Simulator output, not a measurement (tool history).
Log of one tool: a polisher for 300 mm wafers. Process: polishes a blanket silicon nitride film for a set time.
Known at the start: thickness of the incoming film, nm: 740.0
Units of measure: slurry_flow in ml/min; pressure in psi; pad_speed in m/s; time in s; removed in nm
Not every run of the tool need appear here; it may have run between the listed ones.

Run 1, hour 0: slurry_flow 270 ml/min, pressure 2.7 psi, pad_speed 1.04 m/s, time 41 s. Result: removed 61.316 nm.
Run 2, hour 7.5: slurry_flow 270 ml/min, pressure 2.8 psi, pad_speed 1.04 m/s, time 41 s. Result: removed 62.838 nm.
Run 3, hour 9.3: slurry_flow 270 ml/min, pressure 3.3 psi, pad_speed 1.04 m/s, time 41 s. Result: removed 74.283 nm.
Run 4, hour 12.7: slurry_flow 270 ml/min, pressure 3.3 psi, pad_speed 0.82 m/s, time 41 s. Result: removed 63.087 nm.
Run 5, hour 18.6: slurry_flow 270 ml/min, pressure 3.4 psi, pad_speed 0.82 m/s, time 41 s. Result: removed 65.389 nm.
Run 6, hour 24.5: slurry_flow 270 ml/min, pressure 3.4 psi, pad_speed 0.7 m/s, time 41 s. Result: removed 59.372 nm.
At hour 29.9: slurry nozzle cleaned.
Run 7, hour 29.9: slurry_flow 270 ml/min, pressure 3.5 psi, pad_speed 0.72 m/s, time 41 s. Result: removed 64.517 nm.
Run 8, hour 35: slurry_flow 270 ml/min, pressure 3.6 psi, pad_speed 0.72 m/s, time 41 s. Result: removed 66.143 nm.
Run 9, hour 35.6: slurry_flow 270 ml/min, pressure 3.7 psi, pad_speed 0.72 m/s, time 41 s. Result: removed 68.145 nm.
Run 10, hour 38.3: slurry_flow 270 ml/min, pressure 3.8 psi, pad_speed 0.72 m/s, time 41 s. Result: removed 68.563 nm.

Run 11 is up next; what results do you expect?
Run 11, hour 40.1: slurry_flow 270 ml/min, pressure 3.9 psi, pad_speed 0.74 m/s, time 41 s. Result: removed ?.

Run 11 yielded removed 71.702 nm.

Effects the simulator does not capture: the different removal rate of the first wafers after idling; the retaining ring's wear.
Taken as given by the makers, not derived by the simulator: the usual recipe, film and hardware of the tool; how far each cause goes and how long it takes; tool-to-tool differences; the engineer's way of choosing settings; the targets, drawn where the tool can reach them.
